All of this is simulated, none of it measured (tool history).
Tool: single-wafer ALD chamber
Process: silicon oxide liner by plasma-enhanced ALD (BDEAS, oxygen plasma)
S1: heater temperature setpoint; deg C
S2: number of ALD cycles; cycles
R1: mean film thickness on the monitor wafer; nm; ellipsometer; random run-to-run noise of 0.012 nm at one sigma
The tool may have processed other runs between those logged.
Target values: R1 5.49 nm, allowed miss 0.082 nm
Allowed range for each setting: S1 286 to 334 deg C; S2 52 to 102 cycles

run,hour,S1,S2,R1
1,0,310,77,6.8749
2,6.6,310,67,5.986
3,13.8,310,74,6.6194
4,21.4,303,74,6.6969
5,27.2,303,85,7.7089
6,30.4,303,92,8.3321
# hour 38.6: thermocouple changed; heater temperature recalibrated
7,38.6,311,80,7.2068
8,39.3,311,76,6.8445
9,42.2,311,73,6.6089

Which one of the following 5 next-run settings gets every result inside its allowed miss? There is exactly one.
A,45.1,303,83,?
B,45.1,312,63,?
C,45.1,314,63,?
D,45.1,316,53,?
E,45.1,308,61,?

move,R1
A,7.5948
B,5.6818
C,5.6634
D,4.7489
E,5.5371
A: moves away from the targets compared with the last run
B: nearer than the last run, and not there yet
C: nearer than the last run, and not there yet
D: the result that was furthest off in the last run now lies on the other side of its target
E: every result within its allowed miss
The right move is E.
